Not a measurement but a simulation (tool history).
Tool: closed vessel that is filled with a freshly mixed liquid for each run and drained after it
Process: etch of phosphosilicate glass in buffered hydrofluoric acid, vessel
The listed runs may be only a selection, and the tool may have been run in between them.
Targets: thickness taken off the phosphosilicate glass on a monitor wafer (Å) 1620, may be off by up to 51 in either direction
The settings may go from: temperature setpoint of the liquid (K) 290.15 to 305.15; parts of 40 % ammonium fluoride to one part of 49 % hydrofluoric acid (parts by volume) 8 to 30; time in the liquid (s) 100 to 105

run,hour,temperature setpoint of the liquid (K),parts of 40 % ammonium fluoride to one part of 49 % hydrofluoric acid (parts by volume),time in the liquid (s),thickness taken off the phosphosilicate glass on a monitor wafer (Å)
1,0,297.15,21.5,100,1955.7
2,1.7,297.15,21.5,100,1933.9
3,9,297.15,21.5,105,2024.7
4,13.2,297.15,21.5,105,2051.9
5,19.6,297.15,18.5,105,2307.2
6,27,295.15,18.5,105,2100.2
7,33.5,293.65,19,105,1872
8,35.2,292.65,19,105,1761.3
9,43.2,292.65,19,105,1778.3
10,48.8,292.65,19,105,1753.9
11,52.6,292.15,19,105,1723.3

Of the 4 settings listed for the next run, only one would bring every result within its allowed miss of target. Which one?
A,56.4,293.65,19,100,?
B,56.4,293.65,19,105,?
C,56.4,292.65,19.5,100,?
D,56.4,290.15,15,100,?

move,thickness taken off the phosphosilicate glass on a monitor wafer (Å)
A,1768.4
B,1856.8
C,1629.5
D,1831.7
A: moves away from the targets compared with the last run
B: moves away from the targets compared with the last run
C: in spec on every target
D: moves away from the targets compared with the last run
So the answer is move C, the one that meets all the targets.

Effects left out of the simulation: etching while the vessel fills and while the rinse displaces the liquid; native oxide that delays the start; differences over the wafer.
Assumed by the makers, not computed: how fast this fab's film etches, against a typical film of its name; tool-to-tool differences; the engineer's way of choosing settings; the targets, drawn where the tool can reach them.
